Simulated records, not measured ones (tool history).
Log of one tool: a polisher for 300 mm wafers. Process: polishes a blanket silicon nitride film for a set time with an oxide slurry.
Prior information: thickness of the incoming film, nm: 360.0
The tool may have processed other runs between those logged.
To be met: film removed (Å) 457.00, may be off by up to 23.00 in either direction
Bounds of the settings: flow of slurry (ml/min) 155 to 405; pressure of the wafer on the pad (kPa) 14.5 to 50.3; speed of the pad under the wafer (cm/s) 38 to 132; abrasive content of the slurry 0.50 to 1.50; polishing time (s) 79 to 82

run,hour,flow of slurry (ml/min),pressure of the wafer on the pad (kPa),speed of the pad under the wafer (cm/s),abrasive content of the slurry,polishing time (s),film removed (Å)
1,0.0,260,32.4,84,1.00,79,568.39
2,3.7,260,32.4,84,1.00,79,578.29
3,10.2,260,32.4,84,1.00,82,589.21
4,18.4,260,31.0,84,1.00,82,562.38
5,24.8,260,30.3,84,1.00,82,559.09
6,29.5,260,30.3,104,1.00,82,640.21
7,36.2,260,29.0,104,1.00,82,623.72
8,40.7,260,20.0,100,1.00,82,429.45

Below are 5 possible settings for the next run. Only one of them brings all results inside the allowed miss of their targets. Which is it?
A,45.2,360,23.4,88,1.00,82,?
B,45.2,270,18.6,100,1.00,82,?
C,45.2,265,17.9,100,1.10,82,?
D,45.2,215,19.3,90,1.05,82,?
E,45.2,320,21.4,98,0.85,79,?

move,film removed (Å)
A,457.22
B,397.03
C,402.98
D,379.49
E,393.68
A: meets every target
B: further off than the last run
C: further off than the last run
D: further off than the last run
E: further off than the last run
The move that meets every target is A.
